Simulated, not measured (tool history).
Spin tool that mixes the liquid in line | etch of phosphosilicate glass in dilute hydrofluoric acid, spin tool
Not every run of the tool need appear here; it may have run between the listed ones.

run	hour	temperature setpoint of the liquid (°C)	parts of water to one part of 49 % hydrofluoric acid (parts by volume)	time under the liquid (s)	thickness taken off the phosphosilicate glass on a monitor wafer (nm)
1	0.0	22.0	165	160	87.045
2	3.2	23.0	165	160	89.435
3	4.5	23.0	115	160	136.580
4	5.1	22.5	115	160	133.850
5	7.3	22.5	75	160	214.020
6	15.2	24.0	75	160	231.400
7	17.3	23.0	80	160	207.320
8	19.7	22.0	85	160	184.350
9	23.8	21.0	90	160	164.170
10	24.9	20.5	90	160	163.570

Forecast run 11:
11	31.0	20.0	95	160	?

thickness taken off the phosphosilicate glass on a monitor wafer (nm): 149.440

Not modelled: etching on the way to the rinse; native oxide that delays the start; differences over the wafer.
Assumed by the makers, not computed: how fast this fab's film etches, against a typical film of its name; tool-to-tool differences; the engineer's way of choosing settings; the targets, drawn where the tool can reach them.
